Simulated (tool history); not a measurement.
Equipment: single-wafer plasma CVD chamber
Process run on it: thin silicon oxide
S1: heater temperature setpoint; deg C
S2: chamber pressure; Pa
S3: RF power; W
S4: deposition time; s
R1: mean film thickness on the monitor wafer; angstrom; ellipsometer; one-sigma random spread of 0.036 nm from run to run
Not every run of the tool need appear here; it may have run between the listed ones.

Run 1, hour 0: S1 405 deg C, S2 88.7 Pa, S3 370 W, S4 7.7 s. Result: R1 135.19 angstrom.
Run 2, hour 1.9: S1 405 deg C, S2 88.7 Pa, S3 420 W, S4 7.7 s. Result: R1 140.87 angstrom.
Run 3, hour 3.7: S1 405 deg C, S2 88.7 Pa, S3 395 W, S4 7.7 s. Result: R1 138.9 angstrom.
Run 4, hour 11.9: S1 405 deg C, S2 88.7 Pa, S3 395 W, S4 7.7 s. Result: R1 137.48 angstrom.
Run 5, hour 19.3: S1 405 deg C, S2 100.3 Pa, S3 395 W, S4 7.7 s. Result: R1 154.71 angstrom.
Run 6, hour 19.9: S1 405 deg C, S2 109.2 Pa, S3 395 W, S4 7.7 s. Result: R1 166.96 angstrom.
Run 7, hour 26.4: S1 405 deg C, S2 94.8 Pa, S3 390 W, S4 7.7 s. Result: R1 147.15 angstrom.
Run 8, hour 29.2: S1 405 deg C, S2 85.1 Pa, S3 385 W, S4 7.7 s. Result: R1 131.94 angstrom.

For run 9, what comes out?
Run 9, hour 34.3: S1 405 deg C, S2 67.3 Pa, S3 375 W, S4 7.7 s. Result: R1 ?.

Run 9 measured R1 103.84 angstrom.
